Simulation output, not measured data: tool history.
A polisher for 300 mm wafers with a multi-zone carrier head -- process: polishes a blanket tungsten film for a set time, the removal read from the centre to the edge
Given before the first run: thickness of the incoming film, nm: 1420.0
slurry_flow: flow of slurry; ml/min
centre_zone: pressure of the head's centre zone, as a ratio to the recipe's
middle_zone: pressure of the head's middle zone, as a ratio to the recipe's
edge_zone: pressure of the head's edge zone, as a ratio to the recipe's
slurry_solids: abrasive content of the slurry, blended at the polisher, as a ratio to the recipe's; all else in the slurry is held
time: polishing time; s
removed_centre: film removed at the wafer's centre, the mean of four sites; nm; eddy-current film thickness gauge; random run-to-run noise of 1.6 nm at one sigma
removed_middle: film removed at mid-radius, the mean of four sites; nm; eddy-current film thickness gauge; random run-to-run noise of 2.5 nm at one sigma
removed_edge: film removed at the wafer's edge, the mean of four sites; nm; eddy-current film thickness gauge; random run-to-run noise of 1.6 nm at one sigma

{"run": 1, "hour": 0.0, "slurry_flow": 190, "centre_zone": 1, "middle_zone": 1, "edge_zone": 1, "slurry_solids": 1, "time": 35, "removed_centre": 164.25, "removed_middle": 159.86, "removed_edge": 164.08}
{"run": 2, "hour": 5.3, "slurry_flow": 200, "centre_zone": 1, "middle_zone": 0.99, "edge_zone": 1.05, "slurry_solids": 1.15, "time": 36, "removed_centre": 173, "removed_middle": 168.24, "removed_edge": 175.53}
{"run": 3, "hour": 9.8, "slurry_flow": 200, "centre_zone": 1, "middle_zone": 0.93, "edge_zone": 1.05, "slurry_solids": 1.15, "time": 36, "removed_centre": 173.08, "removed_middle": 156.57, "removed_edge": 174.93}
{"run": 4, "hour": 14.1, "slurry_flow": 200, "centre_zone": 1, "middle_zone": 1.01, "edge_zone": 1.05, "slurry_solids": 1.15, "time": 36, "removed_centre": 174.35, "removed_middle": 170.12, "removed_edge": 175.72}
{"run": 5, "hour": 16.0, "slurry_flow": 200, "centre_zone": 0.99, "middle_zone": 0.99, "edge_zone": 1.08, "slurry_solids": 1.25, "time": 37, "removed_centre": 179.71, "removed_middle": 172.09, "removed_edge": 185.42}
{"run": 6, "hour": 20.3, "slurry_flow": 200, "centre_zone": 0.99, "middle_zone": 0.99, "edge_zone": 1.08, "slurry_solids": 1.25, "time": 45, "removed_centre": 216.35, "removed_middle": 206.96, "removed_edge": 228.81}
{"run": 7, "hour": 23.4, "slurry_flow": 190, "centre_zone": 0.99, "middle_zone": 0.98, "edge_zone": 1.07, "slurry_solids": 1.25, "time": 45, "removed_centre": 215.19, "removed_middle": 211.18, "removed_edge": 226.68}
{"run": 8, "hour": 24.0, "slurry_flow": 190, "centre_zone": 0.99, "middle_zone": 0.98, "edge_zone": 1.07, "slurry_solids": 1.25, "time": 45, "removed_centre": 217.86, "removed_middle": 207.28, "removed_edge": 227.23}

Run 9 comes next. What will it give?
{"run": 9, "hour": 32.1, "slurry_flow": 185, "centre_zone": 0.98, "middle_zone": 0.96, "edge_zone": 1.07, "slurry_solids": 1.25, "time": 45, "removed_centre": "?", "removed_middle": "?", "removed_edge": "?"}

For run 9 the tool returned removed_centre 213.39 nm, removed_middle 202.21 nm, removed_edge 227.11 nm.
